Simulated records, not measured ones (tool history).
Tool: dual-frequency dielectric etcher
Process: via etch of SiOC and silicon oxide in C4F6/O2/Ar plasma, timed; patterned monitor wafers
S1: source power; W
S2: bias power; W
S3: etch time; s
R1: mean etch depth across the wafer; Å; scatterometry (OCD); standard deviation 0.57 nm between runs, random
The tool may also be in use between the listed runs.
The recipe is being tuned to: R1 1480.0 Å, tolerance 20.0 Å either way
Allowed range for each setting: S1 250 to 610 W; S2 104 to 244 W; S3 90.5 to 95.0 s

run 1 hour=0.0 | S1=430 S2=174 S3=90.5 | R1=1171.1
run 2 hour=7.2 | S1=470 S2=184 S3=90.5 | R1=1229.9
run 3 hour=13.0 | S1=470 S2=204 S3=90.5 | R1=1261.4
run 4 hour=15.3 | S1=500 S2=211 S3=90.5 | R1=1310.7
run 5 hour=22.8 | S1=500 S2=233 S3=90.5 | R1=1327.3
run 6 hour=25.8 | S1=520 S2=235 S3=90.5 | R1=1363.2
run 7 hour=29.2 | S1=540 S2=236 S3=90.5 | R1=1377.4
run 8 hour=33.9 | S1=550 S2=238 S3=91.0 | R1=1404.9
-- hour=42.0 bias power generator calibrated
run 9 hour=42.0 | S1=560 S2=239 S3=91.0 | R1=1440.4
run 10 hour=44.5 | S1=570 S2=239 S3=91.0 | R1=1435.8
run 11 hour=46.4 | S1=580 S2=240 S3=91.0 | R1=1456.4

Which single option among these 4 for the next run brings every result within its allowed miss of target? Just one does.
run A hour=48.3 | S1=580 S2=231 S3=94.0 | R1=?
run B hour=48.3 | S1=570 S2=224 S3=92.5 | R1=?
run C hour=48.3 | S1=580 S2=217 S3=90.5 | R1=?
run D hour=48.3 | S1=600 S2=243 S3=94.5 | R1=?

move=A R1=1486.5
move=B R1=1441.0
move=C R1=1409.2
move=D R1=1535.3
A: every result lands within tolerance
B: moves away from the targets compared with the last run
C: moves away from the targets compared with the last run
D: takes the biggest miss from the last run beyond its target
Answer: A
